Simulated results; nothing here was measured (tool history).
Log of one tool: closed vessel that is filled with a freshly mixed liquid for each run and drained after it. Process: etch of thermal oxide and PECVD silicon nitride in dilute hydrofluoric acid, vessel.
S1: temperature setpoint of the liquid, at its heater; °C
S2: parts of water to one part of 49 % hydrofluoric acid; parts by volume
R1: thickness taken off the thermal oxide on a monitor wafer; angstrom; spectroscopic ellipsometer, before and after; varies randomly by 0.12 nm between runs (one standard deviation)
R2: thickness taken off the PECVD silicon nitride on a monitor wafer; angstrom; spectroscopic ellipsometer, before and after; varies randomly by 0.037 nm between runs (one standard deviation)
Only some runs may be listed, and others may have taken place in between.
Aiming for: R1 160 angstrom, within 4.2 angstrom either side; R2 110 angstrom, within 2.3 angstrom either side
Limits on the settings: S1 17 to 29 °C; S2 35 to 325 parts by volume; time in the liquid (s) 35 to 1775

Run 1, hour 0: S1 21 °C, S2 180 parts by volume, time in the liquid (s) 905. Result: R1 200.81 angstrom, R2 143.58 angstrom.
Run 2, hour 8.6: S1 20.5 °C, S2 185 parts by volume, time in the liquid (s) 915. Result: R1 191.42 angstrom, R2 135.89 angstrom.
Run 3, hour 13.4: S1 19 °C, S2 185 parts by volume, time in the liquid (s) 915. Result: R1 182.56 angstrom, R2 123.79 angstrom.
Run 4, hour 19.1: S1 19 °C, S2 190 parts by volume, time in the liquid (s) 925. Result: R1 177.48 angstrom, R2 121.9 angstrom.
Run 5, hour 21.6: S1 19 °C, S2 165 parts by volume, time in the liquid (s) 925. Result: R1 207.99 angstrom, R2 138.96 angstrom.
Run 6, hour 26.7: S1 19 °C, S2 175 parts by volume, time in the liquid (s) 935. Result: R1 196.2 angstrom, R2 133.76 angstrom.
Run 7, hour 29.5: S1 18.5 °C, S2 185 parts by volume, time in the liquid (s) 940. Result: R1 184.19 angstrom, R2 123.19 angstrom.
Run 8, hour 37.9: S1 18.5 °C, S2 195 parts by volume, time in the liquid (s) 945. Result: R1 172.19 angstrom, R2 116.72 angstrom.
Run 9, hour 44.8: S1 18.5 °C, S2 200 parts by volume, time in the liquid (s) 950. Result: R1 168.4 angstrom, R2 114.47 angstrom.
Run 10, hour 50.6: S1 18.5 °C, S2 205 parts by volume, time in the liquid (s) 955. Result: R1 164.27 angstrom, R2 112.73 angstrom.

Which of these 5 next moves meets every target?
Run A, hour 56.4: S1 18.5 °C, S2 165 parts by volume, time in the liquid (s) 790. Result: R1 ?, R2 ?.
Run B, hour 56.4: S1 20 °C, S2 180 parts by volume, time in the liquid (s) 785. Result: R1 ?, R2 ?.
Run C, hour 56.4: S1 18.5 °C, S2 205 parts by volume, time in the liquid (s) 985. Result: R1 ?, R2 ?.
Run D, hour 56.4: S1 18.5 °C, S2 200 parts by volume, time in the liquid (s) 905. Result: R1 ?, R2 ?.
Run E, hour 56.4: S1 17.5 °C, S2 190 parts by volume, time in the liquid (s) 940. Result: R1 ?, R2 ?.

move      R1      R2
   A  174.94  115.49
   B  166.59  116.57
   C  168.92  116.76
   D  159.84  109.86
   E  169.57  112.13
A: moves away from the targets compared with the last run
B: moves away from the targets compared with the last run
C: moves away from the targets compared with the last run
D: every result within its allowed miss
E: puts the biggest miss on target and leaves a different result outside tolerance
Move D is the one to make.
